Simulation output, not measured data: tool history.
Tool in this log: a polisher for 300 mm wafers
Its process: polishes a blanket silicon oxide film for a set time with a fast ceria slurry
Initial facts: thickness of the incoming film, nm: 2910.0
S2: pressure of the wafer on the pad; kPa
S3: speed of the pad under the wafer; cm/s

{"run": 1, "hour": 0.0, "flow of slurry (ml/min)": 305, "S2": 14.5, "S3": 86, "polishing time (s)": 98, "film removed (Å)": 8087.6}
{"run": 2, "hour": 3.6, "flow of slurry (ml/min)": 305, "S2": 14.5, "S3": 86, "polishing time (s)": 98, "film removed (Å)": 7936.3}
{"run": 3, "hour": 5.9, "flow of slurry (ml/min)": 305, "S2": 17.9, "S3": 86, "polishing time (s)": 98, "film removed (Å)": 9846.8}
{"run": 4, "hour": 6.4, "flow of slurry (ml/min)": 235, "S2": 17.9, "S3": 86, "polishing time (s)": 98, "film removed (Å)": 9559.3}
{"run": 5, "hour": 15.1, "flow of slurry (ml/min)": 235, "S2": 15.9, "S3": 84, "polishing time (s)": 98, "film removed (Å)": 8328.1}
{"hour": 23.2, "done": "worn pad replaced by a new one"}
{"run": 6, "hour": 23.2, "flow of slurry (ml/min)": 235, "S2": 14.5, "S3": 82, "polishing time (s)": 98, "film removed (Å)": 8200.5}
{"run": 7, "hour": 25.2, "flow of slurry (ml/min)": 245, "S2": 13.1, "S3": 76, "polishing time (s)": 98, "film removed (Å)": 6977.7}

The next listed run, before its measurement:
{"run": 8, "hour": 28.3, "flow of slurry (ml/min)": 245, "S2": 11.7, "S3": 74, "polishing time (s)": 98, "film removed (Å)": "?"}

film removed (Å): 6090.9

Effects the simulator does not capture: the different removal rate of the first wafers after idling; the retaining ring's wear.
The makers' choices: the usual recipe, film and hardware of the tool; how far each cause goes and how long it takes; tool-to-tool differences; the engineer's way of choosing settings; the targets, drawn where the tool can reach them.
